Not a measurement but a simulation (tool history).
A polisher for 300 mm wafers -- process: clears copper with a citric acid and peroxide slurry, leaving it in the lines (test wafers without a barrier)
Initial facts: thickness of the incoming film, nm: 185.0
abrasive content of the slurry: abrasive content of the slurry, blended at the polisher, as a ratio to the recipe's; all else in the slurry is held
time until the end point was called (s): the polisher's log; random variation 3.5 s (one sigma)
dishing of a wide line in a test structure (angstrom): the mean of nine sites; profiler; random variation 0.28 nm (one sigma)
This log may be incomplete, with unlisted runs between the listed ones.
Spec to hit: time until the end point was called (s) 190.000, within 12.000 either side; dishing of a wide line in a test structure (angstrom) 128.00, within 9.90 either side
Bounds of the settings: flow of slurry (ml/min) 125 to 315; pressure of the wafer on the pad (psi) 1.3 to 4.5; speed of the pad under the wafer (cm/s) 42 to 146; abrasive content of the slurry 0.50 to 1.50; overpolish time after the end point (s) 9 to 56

run,hour,flow of slurry (ml/min),pressure of the wafer on the pad (psi),speed of the pad under the wafer (cm/s),abrasive content of the slurry,overpolish time after the end point (s),time until the end point was called (s),dishing of a wide line in a test structure (angstrom)
1,0.0,205,2.9,94,1.00,29,87.971,411.91
2,3.4,205,2.8,90,1.00,27,93.860,359.63
3,11.2,230,2.8,90,1.00,27,94.193,359.86
4,12.2,230,2.7,86,1.00,26,96.107,328.45
5,15.0,230,2.6,82,1.00,25,110.510,295.32
6,22.3,230,2.6,82,1.00,35,105.760,388.48
7,28.3,230,2.6,82,1.00,35,111.170,381.63
8,30.9,230,2.5,80,1.00,33,119.270,355.40
9,33.7,235,2.4,78,1.00,31,117.430,325.01
10,39.6,235,2.3,74,1.00,29,132.610,267.98
11,44.1,235,2.2,74,1.00,28,143.820,263.52
12,48.8,240,2.2,74,1.00,26,138.390,231.94
13,50.5,240,2.1,74,1.00,25,150.600,217.47
# hour 56.6: head pressure recalibrated
14,56.6,240,2.1,74,1.00,24,138.440,227.87
15,62.6,240,2.0,74,1.00,23,138.380,209.27
16,71.6,240,1.9,72,1.00,22,153.280,191.64
17,72.4,240,1.8,72,1.00,21,157.800,171.29

Of the 5 settings listed for the next run, only one would bring every result within its allowed miss of target. Which one?
A,73.2,245,1.5,80,1.10,16,?,?
B,73.2,235,1.6,86,1.00,18,?,?
C,73.2,165,1.5,102,0.60,19,?,?
D,73.2,175,1.4,80,1.05,18,?,?
E,73.2,210,2.2,50,1.05,35,?,?

move,time until the end point was called (s),dishing of a wide line in a test structure (angstrom)
A,170.210,127.50
B,153.130,157.69
C,159.460,159.37
D,191.750,127.15
E,189.880,242.17
A: puts the biggest miss on target and leaves a different result outside tolerance
B: an improvement on the last run, though not all results are within tolerance
C: an improvement on the last run, though not all results are within tolerance
D: meets every target
E: its largest miss is bigger than the last run's
Go with D: it meets all targets.
